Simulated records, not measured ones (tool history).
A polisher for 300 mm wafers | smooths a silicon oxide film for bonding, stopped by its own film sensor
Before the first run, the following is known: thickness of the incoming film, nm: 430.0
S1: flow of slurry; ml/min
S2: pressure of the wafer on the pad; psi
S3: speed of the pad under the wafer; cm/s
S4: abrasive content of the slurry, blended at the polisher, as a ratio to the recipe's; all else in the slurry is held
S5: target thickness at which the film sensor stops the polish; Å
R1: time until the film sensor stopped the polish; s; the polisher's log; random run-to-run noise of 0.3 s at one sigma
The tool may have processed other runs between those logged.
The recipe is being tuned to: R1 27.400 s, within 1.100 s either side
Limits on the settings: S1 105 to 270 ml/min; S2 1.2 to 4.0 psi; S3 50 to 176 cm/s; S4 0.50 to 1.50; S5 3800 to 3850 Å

run 1 day=0.000 | S1=175 S2=2.6 S3=112 S4=1.00 S5=3800 | R1=51.124
run 2 day=0.071 | S1=175 S2=2.9 S3=114 S4=1.00 S5=3800 | R1=44.881
run 3 day=0.133 | S1=215 S2=2.9 S3=114 S4=1.00 S5=3800 | R1=43.155
run 4 day=0.325 | S1=215 S2=2.9 S3=100 S4=1.00 S5=3800 | R1=47.387
run 5 day=0.388 | S1=215 S2=3.1 S3=102 S4=1.00 S5=3800 | R1=44.267
run 6 day=0.567 | S1=240 S2=3.1 S3=102 S4=1.00 S5=3800 | R1=43.602
run 7 day=0.825 | S1=240 S2=3.3 S3=106 S4=1.00 S5=3800 | R1=40.233
run 8 day=1.183 | S1=240 S2=3.4 S3=110 S4=1.00 S5=3800 | R1=37.366
run 9 day=1.350 | S1=240 S2=3.5 S3=112 S4=1.00 S5=3800 | R1=35.873
run 10 day=1.454 | S1=240 S2=3.5 S3=112 S4=1.00 S5=3800 | R1=36.241
run 11 day=1.496 | S1=240 S2=3.6 S3=116 S4=1.00 S5=3800 | R1=35.094

Next run, 5 choices. One meets every target within its allowed miss, the rest don't. Which?
run A day=1.538 | S1=225 S2=3.7 S3=122 S4=1.10 S5=3850 | R1=?
run B day=1.538 | S1=230 S2=2.8 S3=106 S4=1.00 S5=3800 | R1=?
run C day=1.538 | S1=240 S2=4.0 S3=96 S4=1.10 S5=3850 | R1=?
run D day=1.538 | S1=225 S2=3.5 S3=130 S4=1.05 S5=3820 | R1=?
run E day=1.538 | S1=250 S2=3.8 S3=122 S4=1.00 S5=3820 | R1=?

move=A R1=27.814
move=B R1=47.571
move=C R1=30.400
move=D R1=30.782
move=E R1=30.383
A: every result within its allowed miss
B: moves away from the targets compared with the last run
C: gains on the last run, yet a result remains outside its allowed miss
D: gains on the last run, yet a result remains outside its allowed miss
E: gains on the last run, yet a result remains outside its allowed miss
The right move is A.

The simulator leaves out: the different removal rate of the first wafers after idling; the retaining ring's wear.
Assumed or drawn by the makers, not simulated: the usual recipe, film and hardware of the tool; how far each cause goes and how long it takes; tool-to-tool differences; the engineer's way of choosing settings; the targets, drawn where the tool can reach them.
